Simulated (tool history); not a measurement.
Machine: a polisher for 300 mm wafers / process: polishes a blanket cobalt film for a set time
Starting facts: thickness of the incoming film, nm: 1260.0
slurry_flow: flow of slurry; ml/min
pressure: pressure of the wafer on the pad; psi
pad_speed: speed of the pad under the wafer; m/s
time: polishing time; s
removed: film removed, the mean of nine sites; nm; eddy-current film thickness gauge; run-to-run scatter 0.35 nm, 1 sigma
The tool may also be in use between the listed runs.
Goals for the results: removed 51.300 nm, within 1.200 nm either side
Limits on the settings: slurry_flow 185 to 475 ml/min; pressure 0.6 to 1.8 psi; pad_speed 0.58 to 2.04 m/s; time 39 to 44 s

Run 1, hour 0.0: slurry_flow 305 ml/min, pressure 1.2 psi, pad_speed 1.30 m/s, time 44 s. Result: removed 144.460 nm.
Run 2, hour 0.7: slurry_flow 305 ml/min, pressure 1.1 psi, pad_speed 1.22 m/s, time 44 s. Result: removed 123.940 nm.
Run 3, hour 3.5: slurry_flow 245 ml/min, pressure 1.1 psi, pad_speed 1.22 m/s, time 44 s. Result: removed 120.130 nm.
Run 4, hour 11.6: slurry_flow 245 ml/min, pressure 1.2 psi, pad_speed 1.22 m/s, time 44 s. Result: removed 132.510 nm.
Run 5, hour 16.6: slurry_flow 245 ml/min, pressure 1.1 psi, pad_speed 1.16 m/s, time 44 s. Result: removed 114.760 nm.
Run 6, hour 24.3: slurry_flow 305 ml/min, pressure 1.1 psi, pad_speed 1.16 m/s, time 44 s. Result: removed 121.020 nm.
Run 7, hour 30.6: slurry_flow 295 ml/min, pressure 1.0 psi, pad_speed 1.10 m/s, time 44 s. Result: removed 104.990 nm.
Run 8, hour 32.2: slurry_flow 290 ml/min, pressure 1.0 psi, pad_speed 1.06 m/s, time 44 s. Result: removed 100.600 nm.
Run 9, hour 38.3: slurry_flow 285 ml/min, pressure 1.0 psi, pad_speed 1.02 m/s, time 44 s. Result: removed 97.380 nm.
Run 10, hour 39.4: slurry_flow 280 ml/min, pressure 1.0 psi, pad_speed 0.98 m/s, time 44 s. Result: removed 92.461 nm.
Run 11, hour 46.3: slurry_flow 245 ml/min, pressure 0.7 psi, pad_speed 0.64 m/s, time 44 s. Result: removed 46.539 nm.
Run 12, hour 49.5: slurry_flow 255 ml/min, pressure 0.7 psi, pad_speed 0.64 m/s, time 44 s. Result: removed 47.018 nm.
Run 13, hour 53.4: slurry_flow 260 ml/min, pressure 0.7 psi, pad_speed 0.64 m/s, time 44 s. Result: removed 47.002 nm.
Run 14, hour 58.9: slurry_flow 270 ml/min, pressure 0.7 psi, pad_speed 0.64 m/s, time 44 s. Result: removed 47.162 nm.
Run 15, hour 66.2: slurry_flow 280 ml/min, pressure 0.7 psi, pad_speed 0.64 m/s, time 44 s. Result: removed 47.107 nm.
Run 16, hour 67.2: slurry_flow 285 ml/min, pressure 0.8 psi, pad_speed 0.64 m/s, time 44 s. Result: removed 53.551 nm.
Run 17, hour 74.0: slurry_flow 280 ml/min, pressure 0.8 psi, pad_speed 0.64 m/s, time 44 s. Result: removed 53.576 nm.
Run 18, hour 77.3: slurry_flow 275 ml/min, pressure 0.7 psi, pad_speed 0.64 m/s, time 44 s. Result: removed 47.395 nm.
Run 19, hour 82.8: slurry_flow 340 ml/min, pressure 0.8 psi, pad_speed 0.64 m/s, time 44 s. Result: removed 54.442 nm.
Run 20, hour 87.0: slurry_flow 340 ml/min, pressure 0.8 psi, pad_speed 0.64 m/s, time 44 s. Result: removed 54.182 nm.
Run 21, hour 95.7: slurry_flow 335 ml/min, pressure 0.8 psi, pad_speed 0.64 m/s, time 44 s. Result: removed 53.694 nm.
Run 22, hour 99.3: slurry_flow 330 ml/min, pressure 0.8 psi, pad_speed 0.64 m/s, time 44 s. Result: removed 54.659 nm.
Run 23, hour 106.8: slurry_flow 325 ml/min, pressure 0.8 psi, pad_speed 0.64 m/s, time 44 s. Result: removed 54.515 nm.
Run 24, hour 113.2: slurry_flow 320 ml/min, pressure 0.8 psi, pad_speed 0.64 m/s, time 44 s. Result: removed 53.940 nm.
Run 25, hour 115.1: slurry_flow 315 ml/min, pressure 0.8 psi, pad_speed 0.64 m/s, time 44 s. Result: removed 54.074 nm.

Exercise: of the 5 proposed moves below, exactly one satisfies all targets within the stated allowed misses. Which move is it?
Run A, hour 117.0: slurry_flow 340 ml/min, pressure 0.7 psi, pad_speed 0.80 m/s, time 43 s. Result: removed ?.
Run B, hour 117.0: slurry_flow 220 ml/min, pressure 0.7 psi, pad_speed 0.72 m/s, time 44 s. Result: removed ?.
Run C, hour 117.0: slurry_flow 290 ml/min, pressure 0.7 psi, pad_speed 0.86 m/s, time 43 s. Result: removed ?.
Run D, hour 117.0: slurry_flow 275 ml/min, pressure 0.8 psi, pad_speed 0.70 m/s, time 44 s. Result: removed ?.
Run E, hour 117.0: slurry_flow 290 ml/min, pressure 0.9 psi, pad_speed 0.64 m/s, time 41 s. Result: removed ?.

move  removed
   A   57.007
   B   51.029
   C   59.744
   D   57.545
   E   55.653
A: misses by more than the last run did
B: every result lands within tolerance
C: misses by more than the last run did
D: misses by more than the last run did
E: misses by more than the last run did
B is the move that brings every result within its allowed miss.
